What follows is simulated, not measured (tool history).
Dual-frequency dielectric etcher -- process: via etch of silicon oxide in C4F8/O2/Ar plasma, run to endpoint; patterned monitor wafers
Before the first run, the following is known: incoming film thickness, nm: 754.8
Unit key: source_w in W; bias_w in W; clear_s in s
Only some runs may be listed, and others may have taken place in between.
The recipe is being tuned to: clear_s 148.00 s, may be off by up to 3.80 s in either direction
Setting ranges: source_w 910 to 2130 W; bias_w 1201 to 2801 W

run    day  source_w  bias_w  clear_s
  1  0.000      1520    2001   171.52
  2  0.188      1660    2064   162.69
  3  0.304      1660    2233   155.97
  4  0.621      1660    2098   160.75
     0.708  -- bias power generator calibrated
  5  0.708      1660    1854   166.11
  6  1.025      1760    1854   160.66
  7  1.096      1820    1875   156.70
  8  1.321      1860    1889   154.56
  9  1.654      1890    1900   152.20

Pick the move, out of 5, that brings all results within their allowed miss; only one does.
  A  1.988      2010    2350        ?
  B  1.988      1920    1762        ?
  C  1.988      1820    2245        ?
  D  1.988      1810    1817        ?
  E  1.988      1940    2347        ?

move  clear_s
   A   139.46
   B   155.80
   C   149.12
   D   159.44
   E   142.14
A: takes the biggest miss from the last run beyond its target
B: further off than the last run
C: meets every target
D: further off than the last run
E: takes the biggest miss from the last run beyond its target
The move that meets every target is C.

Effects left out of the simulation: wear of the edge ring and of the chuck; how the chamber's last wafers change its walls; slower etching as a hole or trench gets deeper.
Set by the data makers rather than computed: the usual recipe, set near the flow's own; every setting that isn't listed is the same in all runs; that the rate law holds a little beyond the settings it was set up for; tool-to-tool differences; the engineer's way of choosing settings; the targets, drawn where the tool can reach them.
